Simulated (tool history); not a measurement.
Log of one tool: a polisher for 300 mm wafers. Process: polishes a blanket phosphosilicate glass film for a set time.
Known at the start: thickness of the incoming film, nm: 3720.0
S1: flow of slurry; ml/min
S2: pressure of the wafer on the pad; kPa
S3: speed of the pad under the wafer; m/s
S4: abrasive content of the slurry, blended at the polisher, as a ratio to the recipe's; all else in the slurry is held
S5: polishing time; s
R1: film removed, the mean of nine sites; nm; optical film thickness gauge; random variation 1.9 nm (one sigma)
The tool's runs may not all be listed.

{"run": 1, "hour": 0.0, "S1": 140, "S2": 17.9, "S3": 0.96, "S4": 1.0, "S5": 49, "R1": 313.62}
{"run": 2, "hour": 2.2, "S1": 140, "S2": 17.9, "S3": 0.96, "S4": 0.85, "S5": 49, "R1": 284.52}
{"run": 3, "hour": 10.2, "S1": 140, "S2": 22.1, "S3": 0.96, "S4": 0.85, "S5": 49, "R1": 353.28}
{"run": 4, "hour": 18.5, "S1": 135, "S2": 17.9, "S3": 0.94, "S4": 0.85, "S5": 49, "R1": 286.94}
{"run": 5, "hour": 21.5, "S1": 135, "S2": 17.9, "S3": 0.72, "S4": 0.85, "S5": 49, "R1": 224.91}
{"run": 6, "hour": 25.3, "S1": 135, "S2": 20.7, "S3": 0.72, "S4": 0.85, "S5": 49, "R1": 261.68}
{"run": 7, "hour": 29.7, "S1": 135, "S2": 18.6, "S3": 0.72, "S4": 0.85, "S5": 49, "R1": 238.31}
{"run": 8, "hour": 34.3, "S1": 135, "S2": 18.6, "S3": 0.72, "S4": 0.85, "S5": 49, "R1": 239.64}
{"run": 9, "hour": 41.9, "S1": 135, "S2": 16.5, "S3": 0.72, "S4": 0.85, "S5": 49, "R1": 217.61}
{"run": 10, "hour": 46.5, "S1": 135, "S2": 15.2, "S3": 0.72, "S4": 0.85, "S5": 49, "R1": 198.46}

Forecast run 11:
{"run": 11, "hour": 53.6, "S1": 135, "S2": 14.5, "S3": 0.72, "S4": 0.85, "S5": 49, "R1": "?"}

Run 11 gave R1 189.02 nm.
